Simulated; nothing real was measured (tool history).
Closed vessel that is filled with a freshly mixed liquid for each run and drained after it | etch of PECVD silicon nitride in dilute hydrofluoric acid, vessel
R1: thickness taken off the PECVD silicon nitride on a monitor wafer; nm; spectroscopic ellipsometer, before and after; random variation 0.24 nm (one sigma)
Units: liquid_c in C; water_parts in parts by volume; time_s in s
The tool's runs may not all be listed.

{"run": 1, "day": 0.0, "liquid_c": 25, "water_parts": 115, "time_s": 2575, "R1": 43.603}
{"run": 2, "day": 0.133, "liquid_c": 24, "water_parts": 115, "time_s": 2575, "R1": 40.901}
{"run": 3, "day": 0.162, "liquid_c": 22.5, "water_parts": 115, "time_s": 2575, "R1": 36.145}
{"run": 4, "day": 0.317, "liquid_c": 22, "water_parts": 115, "time_s": 2575, "R1": 35.759}
{"run": 5, "day": 0.654, "liquid_c": 25.5, "water_parts": 115, "time_s": 2575, "R1": 44.478}
{"run": 6, "day": 0.879, "liquid_c": 24.5, "water_parts": 115, "time_s": 2575, "R1": 41.88}
{"run": 7, "day": 1.133, "liquid_c": 23.5, "water_parts": 115, "time_s": 2575, "R1": 39.789}
{"run": 8, "day": 1.175, "liquid_c": 23, "water_parts": 115, "time_s": 2575, "R1": 38.171}
{"run": 9, "day": 1.471, "liquid_c": 22.5, "water_parts": 115, "time_s": 2575, "R1": 36.832}
{"run": 10, "day": 1.588, "liquid_c": 18.5, "water_parts": 120, "time_s": 2575, "R1": 27.058}
{"run": 11, "day": 1.875, "liquid_c": 18.5, "water_parts": 120, "time_s": 2575, "R1": 26.567}

The next listed run, before its measurement:
{"run": 12, "day": 1.917, "liquid_c": 18, "water_parts": 120, "time_s": 2575, "R1": "?"}

{"run 12": {"R1": 26.111}}

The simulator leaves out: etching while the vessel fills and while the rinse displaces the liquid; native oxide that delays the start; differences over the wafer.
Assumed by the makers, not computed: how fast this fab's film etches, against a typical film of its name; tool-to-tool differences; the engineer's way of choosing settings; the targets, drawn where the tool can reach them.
